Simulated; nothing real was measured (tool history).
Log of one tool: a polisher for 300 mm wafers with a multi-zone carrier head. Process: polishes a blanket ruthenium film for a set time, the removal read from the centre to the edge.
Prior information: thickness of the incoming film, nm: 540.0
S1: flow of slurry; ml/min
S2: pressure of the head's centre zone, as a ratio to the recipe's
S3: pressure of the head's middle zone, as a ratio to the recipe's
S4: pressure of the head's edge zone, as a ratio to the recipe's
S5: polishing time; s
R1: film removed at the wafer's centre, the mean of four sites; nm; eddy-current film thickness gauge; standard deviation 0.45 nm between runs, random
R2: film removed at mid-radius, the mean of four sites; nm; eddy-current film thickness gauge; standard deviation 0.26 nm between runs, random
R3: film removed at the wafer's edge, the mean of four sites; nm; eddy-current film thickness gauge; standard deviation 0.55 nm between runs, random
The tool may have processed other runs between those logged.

| run | hour | S1 | S2 | S3 | S4 | S5 | R1 | R2 | R3 |
|---|---|---|---|---|---|---|---|---|---|
| 1 | 0.0 | 235 | 1.00 | 1.00 | 1.00 | 46 | 54.703 | 55.177 | 55.843 |
| 2 | 3.3 | 235 | 1.00 | 1.00 | 0.98 | 44 | 53.445 | 53.284 | 53.063 |
| 3 | 11.7 | 235 | 0.99 | 0.99 | 0.96 | 43 | 53.379 | 50.851 | 51.239 |
| 4 | 14.7 | 230 | 0.97 | 0.99 | 0.95 | 42 | 49.344 | 49.823 | 49.833 |
| 5 | 22.9 | 230 | 0.97 | 0.99 | 0.87 | 42 | 50.125 | 50.612 | 48.204 |
|  | 26.3 | slurry nozzle cleaned |
| 6 | 26.3 | 230 | 0.97 | 0.99 | 0.87 | 50 | 61.505 | 61.497 | 59.837 |
| 7 | 28.1 | 230 | 0.97 | 0.99 | 0.87 | 48 | 59.599 | 58.971 | 57.135 |

What does the tool deliver on the next run?
| 8 | 29.2 | 230 | 0.97 | 0.99 | 0.87 | 46 | ? | ? | ? |

For run 8 the tool returned R1 56.286 nm, R2 56.604 nm, R3 54.365 nm.
